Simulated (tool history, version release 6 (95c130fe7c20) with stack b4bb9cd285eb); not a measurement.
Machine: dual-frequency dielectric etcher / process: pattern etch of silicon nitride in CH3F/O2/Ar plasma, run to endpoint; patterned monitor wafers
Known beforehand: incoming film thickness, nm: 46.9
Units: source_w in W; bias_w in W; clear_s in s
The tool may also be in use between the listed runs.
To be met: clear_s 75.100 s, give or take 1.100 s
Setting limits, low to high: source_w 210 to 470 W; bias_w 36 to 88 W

run,day,source_w,bias_w,clear_s
1,0.000,340,62,79.771
2,0.192,340,54,83.745
3,0.429,370,54,80.774
4,0.612,380,54,79.616
5,0.942,380,49,82.350
6,0.983,340,49,85.654
7,1.200,340,49,86.235
8,1.438,350,49,84.837
9,1.658,360,49,84.317
10,1.804,370,49,83.214
11,1.829,380,49,81.920

Of the 4 settings listed for the next run, only one would bring every result within its allowed miss of target. Which one?
A,1.854,430,65,?
B,1.854,410,59,?
C,1.854,440,59,?
D,1.854,350,49,?

move,clear_s
A,71.036
B,74.828
C,72.587
D,85.069
A: carries the result that was furthest off beyond its target, to the other side
B: each result inside its tolerance
C: carries the result that was furthest off beyond its target, to the other side
D: the biggest miss grows against the last run
Answer: B

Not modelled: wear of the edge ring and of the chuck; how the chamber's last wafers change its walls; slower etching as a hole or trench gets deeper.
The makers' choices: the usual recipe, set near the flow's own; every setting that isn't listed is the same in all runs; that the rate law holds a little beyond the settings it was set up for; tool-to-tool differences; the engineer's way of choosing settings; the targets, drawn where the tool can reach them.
